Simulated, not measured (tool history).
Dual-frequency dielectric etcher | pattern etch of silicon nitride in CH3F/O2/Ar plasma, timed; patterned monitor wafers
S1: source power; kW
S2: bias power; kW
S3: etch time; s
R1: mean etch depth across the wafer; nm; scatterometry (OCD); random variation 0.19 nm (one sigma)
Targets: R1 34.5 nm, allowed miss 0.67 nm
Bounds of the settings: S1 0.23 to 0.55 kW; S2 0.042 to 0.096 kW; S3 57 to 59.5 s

{"run": 1, "hour": 0.0, "S1": 0.39, "S2": 0.069, "S3": 57, "R1": 37.572}
{"run": 2, "hour": 3.6, "S1": 0.45, "S2": 0.069, "S3": 57, "R1": 40.18}
{"run": 3, "hour": 12.1, "S1": 0.43, "S2": 0.068, "S3": 57, "R1": 39.076}
{"run": 4, "hour": 15.3, "S1": 0.43, "S2": 0.068, "S3": 57, "R1": 39.416}
{"run": 5, "hour": 16.1, "S1": 0.41, "S2": 0.067, "S3": 57, "R1": 38.241}
{"run": 6, "hour": 20.7, "S1": 0.46, "S2": 0.067, "S3": 57, "R1": 40.393}
{"run": 7, "hour": 28.3, "S1": 0.44, "S2": 0.066, "S3": 57, "R1": 39.212}
{"run": 8, "hour": 31.9, "S1": 0.42, "S2": 0.065, "S3": 57, "R1": 38.016}
{"run": 9, "hour": 38.0, "S1": 0.34, "S2": 0.062, "S3": 57, "R1": 33.661}

Which of these 5 next moves meets every target?
{"run": "A", "hour": 44.1, "S1": 0.34, "S2": 0.054, "S3": 57.5, "R1": "?"}
{"run": "B", "hour": 44.1, "S1": 0.29, "S2": 0.067, "S3": 58, "R1": "?"}
{"run": "C", "hour": 44.1, "S1": 0.33, "S2": 0.056, "S3": 58, "R1": "?"}
{"run": "D", "hour": 44.1, "S1": 0.36, "S2": 0.053, "S3": 59, "R1": "?"}
{"run": "E", "hour": 44.1, "S1": 0.32, "S2": 0.062, "S3": 57.5, "R1": "?"}

move=A R1=32.828
move=B R1=32.369
move=C R1=32.93
move=D R1=34.545
move=E R1=33.098
A: further off than the last run
B: further off than the last run
C: further off than the last run
D: meets every target
E: further off than the last run
The right move is D.

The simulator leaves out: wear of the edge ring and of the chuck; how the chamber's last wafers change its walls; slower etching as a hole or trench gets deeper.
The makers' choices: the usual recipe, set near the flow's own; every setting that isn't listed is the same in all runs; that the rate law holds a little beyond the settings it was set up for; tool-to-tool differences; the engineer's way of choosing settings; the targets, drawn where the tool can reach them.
